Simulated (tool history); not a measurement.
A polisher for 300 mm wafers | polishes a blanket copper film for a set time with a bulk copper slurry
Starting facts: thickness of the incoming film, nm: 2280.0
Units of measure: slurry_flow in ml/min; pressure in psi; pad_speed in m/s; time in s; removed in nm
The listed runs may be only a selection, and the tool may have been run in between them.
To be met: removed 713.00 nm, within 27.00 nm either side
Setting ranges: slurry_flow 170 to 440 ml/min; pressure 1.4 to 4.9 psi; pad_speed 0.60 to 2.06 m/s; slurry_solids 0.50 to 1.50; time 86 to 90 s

run  hour  slurry_flow  pressure  pad_speed  slurry_solids  time  removed
  1   0.0          280       3.1       1.32           1.00    86  1099.80
  2   1.3          280       3.1       1.32           0.90    86  1074.20
  3   6.2          280       3.1       1.32           1.10    86  1107.40
  4  11.3          280       2.9       1.32           1.10    86  1076.90
  5  20.0          280       2.9       1.32           0.95    86  1037.20
  6  21.5          280       2.9       1.32           1.05    86  1064.50
  7  27.6          280       2.9       1.32           1.05    86  1069.90
  8  33.5          280       2.7       1.30           1.05    86   976.83
  9  36.3          280       2.6       1.30           1.05    86   948.29
 10  44.6          280       2.5       1.30           1.05    86   922.74
 11  48.6          280       2.4       1.30           1.05    86   908.67
 12  50.4          280       2.3       1.30           1.05    86   888.25
 13  58.3          280       2.2       1.30           1.05    86   862.01
 14  66.6          280       2.1       1.30           1.05    86   824.74
 15  70.8          280       2.0       1.30           1.05    86   790.17
 16  74.9          280       1.8       1.30           1.05    86   753.85

Exercise: of the 4 proposed moves below, exactly one satisfies all targets within the stated allowed misses. Which move is it?
  A  79.0          300       1.6       1.16           1.05    86        ?
  B  79.0          405       1.4       1.24           1.00    86        ?
  C  79.0          285       2.0       0.96           1.20    90        ?
  D  79.0          300       1.4       1.28           1.10    88        ?

move  removed
   A   649.69
   B   637.95
   C   704.29
   D   664.13
A: carries the result that was furthest off beyond its target, to the other side
B: carries the result that was furthest off beyond its target, to the other side
C: each result inside its tolerance
D: carries the result that was furthest off beyond its target, to the other side
Correct choice: C, which meets every target
